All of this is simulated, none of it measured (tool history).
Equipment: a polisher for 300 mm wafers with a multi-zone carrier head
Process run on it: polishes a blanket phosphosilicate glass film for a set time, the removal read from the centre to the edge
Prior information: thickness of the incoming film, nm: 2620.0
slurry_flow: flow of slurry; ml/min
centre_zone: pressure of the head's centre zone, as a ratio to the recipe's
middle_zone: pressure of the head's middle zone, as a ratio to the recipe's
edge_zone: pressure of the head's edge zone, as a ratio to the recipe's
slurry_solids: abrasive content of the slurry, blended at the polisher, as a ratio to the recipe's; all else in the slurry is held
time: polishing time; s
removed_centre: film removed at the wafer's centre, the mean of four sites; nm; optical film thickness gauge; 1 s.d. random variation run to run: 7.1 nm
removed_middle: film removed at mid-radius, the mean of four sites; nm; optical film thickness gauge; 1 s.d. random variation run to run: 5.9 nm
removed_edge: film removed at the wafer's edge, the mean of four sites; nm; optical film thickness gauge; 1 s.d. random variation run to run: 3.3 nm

Run 1, hour 0: slurry_flow 125 ml/min, centre_zone 1, middle_zone 1, edge_zone 1, slurry_solids 1, time 73 s. Result: removed_centre 741.39 nm, removed_middle 726.3 nm, removed_edge 740.33 nm.
Run 2, hour 1.1: slurry_flow 125 ml/min, centre_zone 1, middle_zone 0.95, edge_zone 1, slurry_solids 1, time 73 s. Result: removed_centre 745.34 nm, removed_middle 688 nm, removed_edge 738.36 nm.
Run 3, hour 1.8: slurry_flow 125 ml/min, centre_zone 1, middle_zone 0.95, edge_zone 1, slurry_solids 1.15, time 73 s. Result: removed_centre 792.77 nm, removed_middle 734.33 nm, removed_edge 789.78 nm.
Run 4, hour 2.6: slurry_flow 115 ml/min, centre_zone 1, middle_zone 0.95, edge_zone 1, slurry_solids 1.15, time 73 s. Result: removed_centre 780.14 nm, removed_middle 716.91 nm, removed_edge 778.96 nm.
Run 5, hour 8.3: slurry_flow 115 ml/min, centre_zone 1.03, middle_zone 0.95, edge_zone 0.96, slurry_solids 1, time 68 s. Result: removed_centre 688.44 nm, removed_middle 644.16 nm, removed_edge 667.38 nm.
Run 6, hour 14.8: slurry_flow 135 ml/min, centre_zone 1.03, middle_zone 0.95, edge_zone 0.96, slurry_solids 1, time 68 s. Result: removed_centre 719.06 nm, removed_middle 645.8 nm, removed_edge 680.04 nm.
Run 7, hour 16.4: slurry_flow 135 ml/min, centre_zone 1.06, middle_zone 0.94, edge_zone 0.93, slurry_solids 0.85, time 64 s. Result: removed_centre 632.68 nm, removed_middle 570.92 nm, removed_edge 590.47 nm.
Run 8, hour 23.5: slurry_flow 140 ml/min, centre_zone 1.09, middle_zone 0.93, edge_zone 0.9, slurry_solids 0.75, time 61 s. Result: removed_centre 562.57 nm, removed_middle 494.59 nm, removed_edge 517.78 nm.
Run 9, hour 29.1: slurry_flow 150 ml/min, centre_zone 1.12, middle_zone 0.93, edge_zone 0.88, slurry_solids 0.7, time 60 s. Result: removed_centre 566.44 nm, removed_middle 471.21 nm, removed_edge 486.68 nm.
Run 10, hour 32.7: slurry_flow 120 ml/min, centre_zone 1.14, middle_zone 0.93, edge_zone 0.81, slurry_solids 0.5, time 59 s. Result: removed_centre 434.75 nm, removed_middle 348.41 nm, removed_edge 348.99 nm.
Run 11, hour 39.5: slurry_flow 130 ml/min, centre_zone 1.14, middle_zone 0.93, edge_zone 0.82, slurry_solids 0.5, time 59 s. Result: removed_centre 432.91 nm, removed_middle 354.59 nm, removed_edge 353.97 nm.

What does the tool deliver on the next run?
Run 12, hour 47.9: slurry_flow 140 ml/min, centre_zone 1.15, middle_zone 0.93, edge_zone 0.83, slurry_solids 0.5, time 59 s. Result: removed_centre ?, removed_middle ?, removed_edge ?.

Logged for run 12: removed_centre 455.38 nm, removed_middle 351.56 nm, removed_edge 356.67 nm.

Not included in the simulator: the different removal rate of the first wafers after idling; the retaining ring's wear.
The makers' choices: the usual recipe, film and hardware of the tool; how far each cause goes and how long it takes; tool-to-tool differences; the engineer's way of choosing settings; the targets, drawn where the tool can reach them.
